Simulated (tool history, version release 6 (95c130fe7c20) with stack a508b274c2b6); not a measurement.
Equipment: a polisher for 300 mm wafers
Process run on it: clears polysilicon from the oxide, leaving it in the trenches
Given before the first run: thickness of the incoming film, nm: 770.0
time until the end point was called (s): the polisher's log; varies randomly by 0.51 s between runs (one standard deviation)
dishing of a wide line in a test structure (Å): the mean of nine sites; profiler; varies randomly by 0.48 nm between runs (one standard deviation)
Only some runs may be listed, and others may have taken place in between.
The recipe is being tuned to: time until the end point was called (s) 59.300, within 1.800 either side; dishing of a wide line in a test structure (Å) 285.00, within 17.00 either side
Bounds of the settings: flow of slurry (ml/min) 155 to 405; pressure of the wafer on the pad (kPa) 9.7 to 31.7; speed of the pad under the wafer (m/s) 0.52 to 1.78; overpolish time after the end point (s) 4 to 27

run    day  flow of slurry (ml/min)  pressure of the wafer on the pad (kPa)  speed of the pad under the wafer (m/s)  overpolish time after the end point (s)  time until the end point was called (s)  dishing of a wide line in a test structure (Å)
  1  0.000                      260                                    20.7                                    1.14                                       14                                   44.078                                          324.67
  2  0.221                      260                                    20.7                                    1.42                                       14                                   36.212                                          331.59
  3  0.492                      270                                    19.3                                    1.40                                       13                                   38.610                                          320.25
  4  0.742                      275                                    17.9                                    1.40                                       12                                   41.224                                          332.46
  5  1.025                      275                                    17.9                                    1.40                                       10                                   41.474                                          329.16
  6  1.079                      295                                    17.2                                    1.38                                       12                                   42.880                                          326.88
  7  1.379                      310                                    16.5                                    1.36                                       14                                   44.817                                          338.74
  8  1.621                      290                                    16.5                                    1.34                                       13                                   46.386                                          317.53
  9  1.696                      285                                    15.9                                    1.34                                       13                                   48.778                                          333.44
 10  1.917                      290                                    15.9                                    1.30                                       12                                   49.362                                          327.75
 11  2.004                      270                                    15.9                                    1.28                                       11                                   50.453                                          330.28
 12  2.083                      290                                    15.9                                    1.26                                       10                                   51.974                                          324.13
 13  2.129                      305                                    15.9                                    1.24                                        9                                   51.453                                          335.53
 14  2.208                      285                                    15.9                                    1.24                                       11                                   51.826                                          323.61
 15  2.479                      265                                    15.9                                    1.24                                       11                                   51.713                                          327.92
 16  2.825                      335                                    12.4                                    1.24                                        5                                   64.781                                          282.68
 17  3.021                      335                                    13.1                                    1.24                                        5                                   62.261                                          275.29

4 next moves are on the table. One of them brings every result within its allowed miss. Which?
  A  3.217                      365                                    13.1                                    1.10                                        6                                        ?                                               ?
  B  3.217                      395                                    10.3                                    1.44                                        6                                        ?                                               ?
  C  3.217                      355                                    13.1                                    1.12                                        7                                        ?                                               ?
  D  3.217                      325                                    12.4                                    1.36                                        5                                        ?                                               ?

move  time until the end point was called (s)  dishing of a wide line in a test structure (Å)
   A                                   67.610                                          290.32
   B                                   66.424                                          291.81
   C                                   66.688                                          303.27
   D                                   59.585                                          285.40
A: the biggest miss grows against the last run
B: the biggest miss grows against the last run
C: the biggest miss grows against the last run
D: meets every target
D is the move that brings every result within its allowed miss.
